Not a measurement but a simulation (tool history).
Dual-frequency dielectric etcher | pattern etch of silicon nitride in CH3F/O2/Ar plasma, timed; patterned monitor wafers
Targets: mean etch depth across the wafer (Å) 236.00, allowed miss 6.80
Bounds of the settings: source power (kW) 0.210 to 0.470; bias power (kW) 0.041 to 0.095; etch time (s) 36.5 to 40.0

| run | hour | source power (kW) | bias power (kW) | etch time (s) | mean etch depth across the wafer (Å) |
|---|---|---|---|---|---|
| 1 | 0.0 | 0.340 | 0.068 | 40.0 | 264.25 |
| 2 | 4.4 | 0.340 | 0.073 | 40.0 | 267.97 |
| 3 | 9.7 | 0.340 | 0.064 | 40.0 | 259.89 |
| 4 | 16.4 | 0.340 | 0.074 | 40.0 | 268.79 |
| 5 | 24.9 | 0.310 | 0.074 | 40.0 | 263.52 |
| 6 | 32.8 | 0.300 | 0.071 | 39.5 | 256.01 |
| 7 | 40.8 | 0.290 | 0.069 | 39.0 | 248.23 |
| 8 | 44.9 | 0.280 | 0.068 | 39.0 | 245.52 |

Which of these 4 next moves meets every target?
| A | 49.0 | 0.280 | 0.074 | 36.5 | ? |
| B | 49.0 | 0.290 | 0.060 | 36.5 | ? |
| C | 49.0 | 0.240 | 0.070 | 36.5 | ? |
| D | 49.0 | 0.290 | 0.082 | 39.0 | ? |

| move | mean etch depth across the wafer (Å) |
|---|---|
| A | 234.18 |
| B | 224.08 |
| C | 222.85 |
| D | 259.31 |
A: meets every target
B: takes the result that was furthest off past its target
C: takes the result that was furthest off past its target
D: further off than the last run
The right move is A.

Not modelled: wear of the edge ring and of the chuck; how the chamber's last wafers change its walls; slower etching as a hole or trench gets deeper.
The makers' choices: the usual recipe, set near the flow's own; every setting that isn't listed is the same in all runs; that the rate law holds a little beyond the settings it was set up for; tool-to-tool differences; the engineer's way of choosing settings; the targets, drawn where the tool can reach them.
